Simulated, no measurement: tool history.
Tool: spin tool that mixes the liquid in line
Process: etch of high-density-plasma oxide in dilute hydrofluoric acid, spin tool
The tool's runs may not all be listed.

| run | day | temperature setpoint of the liquid (C) | parts of water to one part of 49 % hydrofluoric acid (parts by volume) | time under the liquid (s) | thickness taken off the high-density-plasma oxide on a monitor wafer (angstrom) |
|---|---|---|---|---|---|
| 1 | 0.000 | 26.0 | 220 | 300 | 75.487 |
| 2 | 0.038 | 29.0 | 220 | 300 | 83.181 |
| 3 | 0.367 | 29.5 | 220 | 300 | 84.635 |
| 4 | 0.479 | 30.0 | 220 | 300 | 85.766 |
| 5 | 0.688 | 27.5 | 220 | 300 | 79.231 |
| 6 | 0.925 | 28.5 | 220 | 300 | 81.733 |
| 7 | 1.250 | 29.0 | 220 | 300 | 83.992 |

Forecast run 8:
| 8 | 1.450 | 29.5 | 220 | 300 | ? |

thickness taken off the high-density-plasma oxide on a monitor wafer (angstrom): 84.420
